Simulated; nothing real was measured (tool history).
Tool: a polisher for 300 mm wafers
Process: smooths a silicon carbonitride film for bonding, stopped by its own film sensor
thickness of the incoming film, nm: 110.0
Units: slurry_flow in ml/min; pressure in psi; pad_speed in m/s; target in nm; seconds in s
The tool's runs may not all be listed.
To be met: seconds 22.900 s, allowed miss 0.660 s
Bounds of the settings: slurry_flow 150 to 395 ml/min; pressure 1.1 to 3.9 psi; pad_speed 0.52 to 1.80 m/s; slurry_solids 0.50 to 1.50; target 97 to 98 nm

{"run": 1, "hour": 0.0, "slurry_flow": 250, "pressure": 2.5, "pad_speed": 1.16, "slurry_solids": 1.0, "target": 97, "seconds": 32.565}
{"run": 2, "hour": 4.3, "slurry_flow": 250, "pressure": 2.5, "pad_speed": 1.28, "slurry_solids": 1.0, "target": 97, "seconds": 30.1}
{"run": 3, "hour": 10.4, "slurry_flow": 250, "pressure": 2.6, "pad_speed": 1.28, "slurry_solids": 1.0, "target": 97, "seconds": 30.07}
{"run": 4, "hour": 18.2, "slurry_flow": 250, "pressure": 2.2, "pad_speed": 1.28, "slurry_solids": 1.0, "target": 97, "seconds": 32.432}
{"run": 5, "hour": 19.7, "slurry_flow": 250, "pressure": 2.2, "pad_speed": 1.28, "slurry_solids": 0.85, "target": 97, "seconds": 36.381}
{"run": 6, "hour": 22.7, "slurry_flow": 250, "pressure": 2.2, "pad_speed": 1.0, "slurry_solids": 0.85, "target": 97, "seconds": 44.124}
{"run": 7, "hour": 25.4, "slurry_flow": 250, "pressure": 2.5, "pad_speed": 1.02, "slurry_solids": 0.85, "target": 97, "seconds": 39.562}
{"run": 8, "hour": 29.2, "slurry_flow": 250, "pressure": 2.7, "pad_speed": 1.04, "slurry_solids": 0.85, "target": 97, "seconds": 37.389}
{"run": 9, "hour": 29.8, "slurry_flow": 265, "pressure": 3.4, "pad_speed": 1.24, "slurry_solids": 0.85, "target": 97, "seconds": 27.303}
{"run": 10, "hour": 36.0, "slurry_flow": 265, "pressure": 3.5, "pad_speed": 1.26, "slurry_solids": 0.85, "target": 97, "seconds": 26.332}
{"run": 11, "hour": 37.8, "slurry_flow": 265, "pressure": 3.6, "pad_speed": 1.26, "slurry_solids": 0.85, "target": 97, "seconds": 25.456}
{"run": 12, "hour": 42.9, "slurry_flow": 265, "pressure": 3.6, "pad_speed": 1.26, "slurry_solids": 0.85, "target": 97, "seconds": 25.75}
{"run": 13, "hour": 45.4, "slurry_flow": 280, "pressure": 3.9, "pad_speed": 1.26, "slurry_solids": 0.85, "target": 97, "seconds": 24.116}
{"run": 14, "hour": 46.3, "slurry_flow": 280, "pressure": 3.9, "pad_speed": 1.26, "slurry_solids": 0.85, "target": 97, "seconds": 24.463}
{"run": 15, "hour": 48.9, "slurry_flow": 275, "pressure": 3.9, "pad_speed": 1.26, "slurry_solids": 0.85, "target": 97, "seconds": 24.155}
{"run": 16, "hour": 50.4, "slurry_flow": 275, "pressure": 3.9, "pad_speed": 1.28, "slurry_solids": 0.85, "target": 97, "seconds": 23.848}

4 next moves are on the table. One of them brings every result within its allowed miss. Which?
{"run": "A", "hour": 51.9, "slurry_flow": 270, "pressure": 3.8, "pad_speed": 1.28, "slurry_solids": 0.85, "target": 98, "seconds": "?"}
{"run": "B", "hour": 51.9, "slurry_flow": 300, "pressure": 3.8, "pad_speed": 1.16, "slurry_solids": 0.9, "target": 97, "seconds": "?"}
{"run": "C", "hour": 51.9, "slurry_flow": 310, "pressure": 2.5, "pad_speed": 1.58, "slurry_solids": 1.0, "target": 97, "seconds": "?"}
{"run": "D", "hour": 51.9, "slurry_flow": 285, "pressure": 3.6, "pad_speed": 1.22, "slurry_solids": 1.0, "target": 97, "seconds": "?"}

move=A seconds=22.621
move=B seconds=25.333
move=C seconds=25.049
move=D seconds=23.986
A: meets every target
B: further off than the last run
C: further off than the last run
D: further off than the last run
Move A is the one to make.
